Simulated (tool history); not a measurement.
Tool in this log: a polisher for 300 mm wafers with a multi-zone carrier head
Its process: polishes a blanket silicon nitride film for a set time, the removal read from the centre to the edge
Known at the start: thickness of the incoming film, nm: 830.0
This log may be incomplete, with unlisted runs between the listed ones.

run,hour,flow of slurry (ml/min),pressure of the head's centre zone,pressure of the head's middle zone,pressure of the head's edge zone,polishing time (s),film removed at the wafer's centre (angstrom),film removed at mid-radius (angstrom),film removed at the wafer's edge (angstrom)
1,0.0,300,1.00,1.00,1.00,59,631.87,628.36,612.48
2,3.8,310,1.01,1.04,1.02,64,688.72,696.66,681.78
3,11.6,310,1.01,1.04,1.02,75,794.64,819.83,789.24
4,19.8,310,1.01,0.97,1.02,75,805.53,781.37,793.65
5,25.5,315,1.02,1.02,1.02,77,847.77,823.48,818.49
6,29.9,320,1.02,1.06,1.01,79,848.66,881.97,838.02
7,36.1,325,1.03,1.09,1.01,80,885.30,911.33,841.28
8,40.2,330,1.03,1.11,1.02,81,893.08,933.17,848.90

Predict the results of run 9:
9,41.5,330,1.03,1.12,1.02,82,?,?,?

Run 9 gave film removed at the wafer's centre (angstrom) 917.32, film removed at mid-radius (angstrom) 955.56, film removed at the wafer's edge (angstrom) 860.12.
